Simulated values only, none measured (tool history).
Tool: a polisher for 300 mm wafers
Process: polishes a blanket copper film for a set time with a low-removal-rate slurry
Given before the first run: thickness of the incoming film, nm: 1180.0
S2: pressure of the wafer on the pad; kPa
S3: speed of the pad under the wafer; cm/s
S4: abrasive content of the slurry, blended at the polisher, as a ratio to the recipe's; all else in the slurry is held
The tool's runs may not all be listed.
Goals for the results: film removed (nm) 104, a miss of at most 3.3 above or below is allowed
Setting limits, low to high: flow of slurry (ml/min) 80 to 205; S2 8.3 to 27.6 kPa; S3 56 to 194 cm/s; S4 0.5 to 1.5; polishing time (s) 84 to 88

Run 1, hour 0: flow of slurry (ml/min) 135, S2 17.9 kPa, S3 124 cm/s, S4 1, polishing time (s) 84. Result: film removed (nm) 251.76.
Run 2, hour 6.5: flow of slurry (ml/min) 130, S2 14.5 kPa, S3 110 cm/s, S4 1, polishing time (s) 84. Result: film removed (nm) 186.99.
Run 3, hour 9: flow of slurry (ml/min) 130, S2 14.5 kPa, S3 110 cm/s, S4 1.15, polishing time (s) 84. Result: film removed (nm) 194.13.
Run 4, hour 9.5: flow of slurry (ml/min) 125, S2 12.4 kPa, S3 98 cm/s, S4 1.15, polishing time (s) 84. Result: film removed (nm) 148.84.
Run 5, hour 13.4: flow of slurry (ml/min) 115, S2 12.4 kPa, S3 98 cm/s, S4 1.15, polishing time (s) 84. Result: film removed (nm) 147.24.
Run 6, hour 18.7: flow of slurry (ml/min) 115, S2 12.4 kPa, S3 88 cm/s, S4 1.15, polishing time (s) 84. Result: film removed (nm) 134.05.
Run 7, hour 26.3: flow of slurry (ml/min) 110, S2 11 kPa, S3 88 cm/s, S4 1.15, polishing time (s) 84. Result: film removed (nm) 119.34.
Run 8, hour 28.9: flow of slurry (ml/min) 100, S2 10.3 kPa, S3 88 cm/s, S4 1.15, polishing time (s) 84. Result: film removed (nm) 108.48.
Run 9, hour 37.2: flow of slurry (ml/min) 95, S2 10.3 kPa, S3 88 cm/s, S4 1.15, polishing time (s) 84. Result: film removed (nm) 107.6.

Which single option among these 4 for the next run brings every result within its allowed miss of target? Just one does.
Run A, hour 45.5: flow of slurry (ml/min) 80, S2 13.1 kPa, S3 80 cm/s, S4 1.2, polishing time (s) 84. Result: film removed (nm) ?.
Run B, hour 45.5: flow of slurry (ml/min) 125, S2 13.1 kPa, S3 66 cm/s, S4 1.2, polishing time (s) 88. Result: film removed (nm) ?.
Run C, hour 45.5: flow of slurry (ml/min) 90, S2 9.7 kPa, S3 102 cm/s, S4 1.05, polishing time (s) 85. Result: film removed (nm) ?.
Run D, hour 45.5: flow of slurry (ml/min) 100, S2 13.1 kPa, S3 62 cm/s, S4 1.3, polishing time (s) 88. Result: film removed (nm) ?.

move  film removed (nm)
   A             114.87
   B             114.79
   C             114.54
   D             104.16
A: misses by more than the last run did
B: misses by more than the last run did
C: misses by more than the last run did
D: all results land within tolerance of their targets
The move that meets every target is D.

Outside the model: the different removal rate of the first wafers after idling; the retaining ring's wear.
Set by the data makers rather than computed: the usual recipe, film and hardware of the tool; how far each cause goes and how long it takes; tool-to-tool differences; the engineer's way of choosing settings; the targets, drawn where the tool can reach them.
